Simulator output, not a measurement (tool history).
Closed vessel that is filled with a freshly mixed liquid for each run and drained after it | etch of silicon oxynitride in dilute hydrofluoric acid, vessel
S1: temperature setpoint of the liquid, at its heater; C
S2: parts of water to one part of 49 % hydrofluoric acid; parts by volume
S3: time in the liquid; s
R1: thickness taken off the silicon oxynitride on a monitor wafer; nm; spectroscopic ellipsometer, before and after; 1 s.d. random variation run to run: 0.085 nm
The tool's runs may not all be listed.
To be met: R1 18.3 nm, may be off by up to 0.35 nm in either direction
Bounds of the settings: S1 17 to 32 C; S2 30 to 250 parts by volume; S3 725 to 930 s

run,hour,S1,S2,S3,R1
1,0,24,140,930,10.304
2,4.6,24,165,930,8.5468
3,8.9,25,160,930,9.265
4,12.5,26,155,930,10.127
5,21,26.5,150,930,10.739
6,24.3,29,150,930,11.967
7,30.6,32,105,930,20.374
8,35.2,31.5,105,930,19.934
9,44.1,30.5,105,930,19.145

4 next moves are on the table. One of them brings every result within its allowed miss. Which?
A,53,29.5,100,930,?
B,53,31.5,110,930,?
C,53,30,100,910,?
D,53,29.5,100,885,?

move,R1
A,19.247
B,18.929
C,19.261
D,18.316
A: further off than the last run
B: nearer the targets than the last run, but a result is still out of spec
C: further off than the last run
D: hits every target within its allowed miss
The move that meets every target is D.

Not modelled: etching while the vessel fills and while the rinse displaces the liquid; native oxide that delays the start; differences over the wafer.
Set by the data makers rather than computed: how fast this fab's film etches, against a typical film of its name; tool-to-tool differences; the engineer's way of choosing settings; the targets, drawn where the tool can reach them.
